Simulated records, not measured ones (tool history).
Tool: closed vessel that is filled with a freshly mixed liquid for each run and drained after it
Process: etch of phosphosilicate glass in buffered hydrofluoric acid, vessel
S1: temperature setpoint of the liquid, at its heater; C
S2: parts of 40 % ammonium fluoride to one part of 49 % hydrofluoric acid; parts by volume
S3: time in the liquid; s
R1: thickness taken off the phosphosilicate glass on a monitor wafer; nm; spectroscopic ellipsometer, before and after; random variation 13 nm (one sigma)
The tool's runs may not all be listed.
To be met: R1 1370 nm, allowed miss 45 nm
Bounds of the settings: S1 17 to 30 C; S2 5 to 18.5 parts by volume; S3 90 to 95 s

run 1 hour=0 | S1=22 S2=11.5 S3=90 | R1=721.23
run 2 hour=5.5 | S1=20.5 S2=11.5 S3=90 | R1=661.45
run 3 hour=13.3 | S1=20.5 S2=11.5 S3=95 | R1=696.07
run 4 hour=17.1 | S1=23.5 S2=11 S3=95 | R1=863.96
run 5 hour=24.2 | S1=23.5 S2=9.5 S3=95 | R1=981.49
run 6 hour=30.2 | S1=25 S2=9.5 S3=95 | R1=1051.2
run 7 hour=37.4 | S1=26.5 S2=9.5 S3=95 | R1=1163.1
run 8 hour=38.2 | S1=27.5 S2=9.5 S3=95 | R1=1214.8
run 9 hour=42.4 | S1=28 S2=9.5 S3=95 | R1=1261.1

Which of these 5 next moves meets every target?
run A hour=46.6 | S1=27 S2=10 S3=90 | R1=?
run B hour=46.6 | S1=28 S2=11 S3=95 | R1=?
run C hour=46.6 | S1=28 S2=8 S3=90 | R1=?
run D hour=46.6 | S1=28 S2=9.5 S3=90 | R1=?
run E hour=46.6 | S1=23 S2=7.5 S3=95 | R1=?

move=A R1=1087.4
move=B R1=1103.4
move=C R1=1392.2
move=D R1=1184.5
move=E R1=1203.2
A: further off than the last run
B: further off than the last run
C: meets every target
D: further off than the last run
E: further off than the last run
Answer: C
